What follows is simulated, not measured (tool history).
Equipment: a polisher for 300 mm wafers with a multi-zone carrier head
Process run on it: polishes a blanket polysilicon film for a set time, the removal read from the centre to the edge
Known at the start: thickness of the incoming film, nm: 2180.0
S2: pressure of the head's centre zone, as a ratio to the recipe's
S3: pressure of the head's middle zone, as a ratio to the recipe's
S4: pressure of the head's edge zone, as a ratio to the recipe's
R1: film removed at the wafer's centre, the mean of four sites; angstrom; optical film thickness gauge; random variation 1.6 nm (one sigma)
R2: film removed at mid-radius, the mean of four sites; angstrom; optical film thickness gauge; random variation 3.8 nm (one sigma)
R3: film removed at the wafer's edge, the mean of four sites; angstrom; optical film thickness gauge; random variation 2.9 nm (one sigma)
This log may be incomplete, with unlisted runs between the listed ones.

Run 1, hour 0.0: flow of slurry (ml/min) 240, S2 1.00, S3 1.00, S4 1.00, polishing time (s) 59. Result: R1 4931.2 angstrom, R2 4925.1 angstrom, R3 4901.4 angstrom.
Run 2, hour 5.0: flow of slurry (ml/min) 225, S2 0.94, S3 1.01, S4 0.95, polishing time (s) 50. Result: R1 3914.3 angstrom, R2 4249.1 angstrom, R3 4047.1 angstrom.
Run 3, hour 6.5: flow of slurry (ml/min) 210, S2 0.90, S3 1.01, S4 0.91, polishing time (s) 44. Result: R1 3236.5 angstrom, R2 3621.3 angstrom, R3 3449.2 angstrom.
Run 4, hour 12.7: flow of slurry (ml/min) 195, S2 0.87, S3 1.02, S4 0.88, polishing time (s) 42. Result: R1 2976.5 angstrom, R2 3410.8 angstrom, R3 3254.8 angstrom.
Run 5, hour 17.1: flow of slurry (ml/min) 145, S2 0.87, S3 1.02, S4 0.88, polishing time (s) 42. Result: R1 2836.5 angstrom, R2 3328.2 angstrom, R3 3129.9 angstrom.
Run 6, hour 25.3: flow of slurry (ml/min) 145, S2 0.87, S3 1.02, S4 0.88, polishing time (s) 51. Result: R1 3465.9 angstrom, R2 4135.8 angstrom, R3 3757.4 angstrom.

Run 7, settings as shown, results not yet in. Your forecast:
Run 7, hour 28.3: flow of slurry (ml/min) 145, S2 0.85, S3 1.03, S4 0.86, polishing time (s) 47. Result: R1 ?, R2 ?, R3 ?.

R1: 3106.4 angstrom
R2: 3797.5 angstrom
R3: 3437.9 angstrom
